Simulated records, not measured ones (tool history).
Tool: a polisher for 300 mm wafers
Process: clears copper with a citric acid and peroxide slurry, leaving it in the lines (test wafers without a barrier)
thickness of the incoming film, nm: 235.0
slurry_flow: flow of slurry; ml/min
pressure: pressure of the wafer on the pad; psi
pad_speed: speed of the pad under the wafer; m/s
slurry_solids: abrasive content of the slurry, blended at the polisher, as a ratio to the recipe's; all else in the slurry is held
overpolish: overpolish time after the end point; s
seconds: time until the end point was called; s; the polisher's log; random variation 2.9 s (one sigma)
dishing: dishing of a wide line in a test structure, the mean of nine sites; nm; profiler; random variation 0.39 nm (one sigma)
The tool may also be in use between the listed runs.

run,hour,slurry_flow,pressure,pad_speed,slurry_solids,overpolish,seconds,dishing
1,0.0,160,3.2,1.02,1.0,23,92.099,33.982
2,3.3,175,3.2,1.02,1.0,23,92.604,33.794
3,10.7,175,2.8,0.98,1.0,21,109.540,29.545
4,16.3,175,2.8,1.08,1.0,21,103.110,30.144
5,22.7,150,2.8,1.08,1.0,21,104.290,28.151
6,24.1,120,2.8,1.08,1.0,21,107.780,28.558
7,31.8,120,2.5,1.08,1.0,19,122.720,24.194
8,40.5,120,2.3,1.08,1.0,18,130.720,21.520

The next listed run, before its measurement:
9,45.2,120,2.1,1.08,1.0,18,?,?

{"run 9": {"seconds": 145.57, "dishing": 19.791}}
